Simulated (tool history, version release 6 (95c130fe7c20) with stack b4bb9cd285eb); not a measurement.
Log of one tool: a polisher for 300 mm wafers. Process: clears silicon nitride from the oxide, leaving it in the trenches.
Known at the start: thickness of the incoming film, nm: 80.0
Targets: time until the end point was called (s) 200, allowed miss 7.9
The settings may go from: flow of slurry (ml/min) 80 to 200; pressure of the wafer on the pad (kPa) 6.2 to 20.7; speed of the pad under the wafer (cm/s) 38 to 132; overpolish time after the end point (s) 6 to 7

| run | hour | flow of slurry (ml/min) | pressure of the wafer on the pad (kPa) | speed of the pad under the wafer (cm/s) | overpolish time after the end point (s) | time until the end point was called (s) |
|---|---|---|---|---|---|---|
| 1 | 0 | 130 | 13.1 | 84 | 7 | 166.29 |
| 2 | 9 | 130 | 13.1 | 84 | 6 | 167.41 |
| 3 | 17.9 | 130 | 12.4 | 84 | 6 | 174.1 |
| 4 | 21.7 | 130 | 12.4 | 98 | 6 | 156.82 |
| 5 | 24.4 | 130 | 11.7 | 98 | 6 | 170.49 |
| 6 | 26.3 | 125 | 11 | 98 | 6 | 176.38 |
| 7 | 31.7 | 125 | 10.3 | 98 | 6 | 189.14 |
| 8 | 35.5 | 120 | 10.3 | 98 | 6 | 189.7 |

Which of these 5 next moves meets every target?
| A | 39.3 | 130 | 11 | 94 | 7 | ? |
| B | 39.3 | 120 | 10.3 | 104 | 6 | ? |
| C | 39.3 | 140 | 11 | 92 | 7 | ? |
| D | 39.3 | 115 | 10.3 | 94 | 7 | ? |
| E | 39.3 | 110 | 11.7 | 92 | 6 | ? |

| move | time until the end point was called (s) |
|---|---|
| A | 181.19 |
| B | 181.54 |
| C | 181.76 |
| D | 197.11 |
| E | 178.94 |
A: further off than the last run
B: further off than the last run
C: further off than the last run
D: meets every target
E: further off than the last run
Answer: D
